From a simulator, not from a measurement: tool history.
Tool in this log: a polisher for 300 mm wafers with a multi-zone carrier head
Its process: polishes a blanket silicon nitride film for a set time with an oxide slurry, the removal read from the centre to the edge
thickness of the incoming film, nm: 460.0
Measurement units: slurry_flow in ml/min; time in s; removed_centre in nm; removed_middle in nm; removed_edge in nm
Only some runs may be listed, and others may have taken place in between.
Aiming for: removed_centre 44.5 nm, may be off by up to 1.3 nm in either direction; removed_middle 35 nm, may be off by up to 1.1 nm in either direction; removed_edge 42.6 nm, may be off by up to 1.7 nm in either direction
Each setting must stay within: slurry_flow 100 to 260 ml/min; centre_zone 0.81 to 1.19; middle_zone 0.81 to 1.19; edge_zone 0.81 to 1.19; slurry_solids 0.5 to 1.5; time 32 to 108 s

run,hour,slurry_flow,centre_zone,middle_zone,edge_zone,slurry_solids,time,removed_centre,removed_middle,removed_edge
1,0,165,1,1,1,1,70,45.773,44.975,45.93
2,4.1,165,1,1.08,1,1,70,45.707,48.576,45.452
3,8.6,165,0.94,1.08,1,1,70,42.495,48.239,46.195
4,11.4,165,0.94,1.08,1,1.1,70,43.347,50.638,46.613
5,17.6,165,0.98,1.08,1,1.1,70,45.459,50.236,46.956
6,24.1,160,0.99,1.04,1,1.05,70,45.631,47.024,46.319
7,29.2,155,1,1.01,0.99,1.05,70,44.913,45.745,45.315
8,34.3,150,1.01,0.98,0.99,1.05,70,45.944,44.244,46.077
9,36.9,145,1.02,0.96,0.98,1.05,70,45.17,43.557,44.394

Exercise: of the 4 proposed moves below, exactly one satisfies all targets within the stated allowed misses. Which move is it?
A,39.5,175,1.17,0.92,1.05,0.95,59,?,?,?
B,39.5,125,1.19,0.94,0.93,0.9,68,?,?,?
C,39.5,150,1.03,0.83,1.04,1.25,61,?,?,?
D,39.5,185,1.09,0.85,1.11,1.1,60,?,?,?

move,removed_centre,removed_middle,removed_edge
A,44.546,35.023,39.37
B,47.372,37.638,40.001
C,42.535,35.106,43.129
D,44.545,35.215,43.375
A: brings the last run's worst result on target, with another outside its allowed miss
B: better than the last run, though not everything is in spec
C: brings the last run's worst result on target, with another outside its allowed miss
D: meets every target
So the answer is move D, the one that meets all the targets.
